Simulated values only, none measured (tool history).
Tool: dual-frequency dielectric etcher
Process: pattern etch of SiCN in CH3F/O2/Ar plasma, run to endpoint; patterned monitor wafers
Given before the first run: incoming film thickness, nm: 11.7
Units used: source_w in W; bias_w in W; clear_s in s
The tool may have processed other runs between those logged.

run    day  source_w  bias_w  clear_s
  1      0       450     100    24.03
  2  0.162       420      94   25.928
  3  0.496       400      93   25.812
  4  0.729       400      75   28.127
  5  0.804       470      75   26.605
  6  1.004       450      73    27.67
  7  1.125       440      71   26.994
  8  1.388       420      69   28.299

Predict the results of run 9:
  9  1.625       410      68        ?

{"run 9": {"clear_s": 28.887}}
